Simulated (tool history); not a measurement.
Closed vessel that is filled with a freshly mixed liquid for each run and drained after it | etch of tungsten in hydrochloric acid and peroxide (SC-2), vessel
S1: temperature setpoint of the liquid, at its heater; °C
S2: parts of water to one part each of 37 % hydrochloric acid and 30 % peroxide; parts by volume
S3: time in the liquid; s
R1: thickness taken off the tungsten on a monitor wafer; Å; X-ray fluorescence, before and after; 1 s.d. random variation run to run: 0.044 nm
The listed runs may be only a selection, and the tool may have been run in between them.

Run 1, hour 0.0: S1 53.0 °C, S2 11.0 parts by volume, S3 30 s. Result: R1 68.537 Å.
Run 2, hour 8.3: S1 53.0 °C, S2 11.0 parts by volume, S3 30 s. Result: R1 68.422 Å.
Run 3, hour 13.6: S1 53.5 °C, S2 11.0 parts by volume, S3 30 s. Result: R1 70.472 Å.
Run 4, hour 18.9: S1 53.5 °C, S2 7.0 parts by volume, S3 30 s. Result: R1 102.340 Å.
Run 5, hour 22.3: S1 52.5 °C, S2 7.0 parts by volume, S3 30 s. Result: R1 95.623 Å.
Run 6, hour 24.5: S1 52.5 °C, S2 10.5 parts by volume, S3 30 s. Result: R1 68.985 Å.
Run 7, hour 25.7: S1 53.0 °C, S2 10.5 parts by volume, S3 30 s. Result: R1 71.382 Å.

The next listed run, before its measurement:
Run 8, hour 27.3: S1 53.5 °C, S2 10.5 parts by volume, S3 30 s. Result: R1 ?.

Run 8 produced R1 73.580 Å.
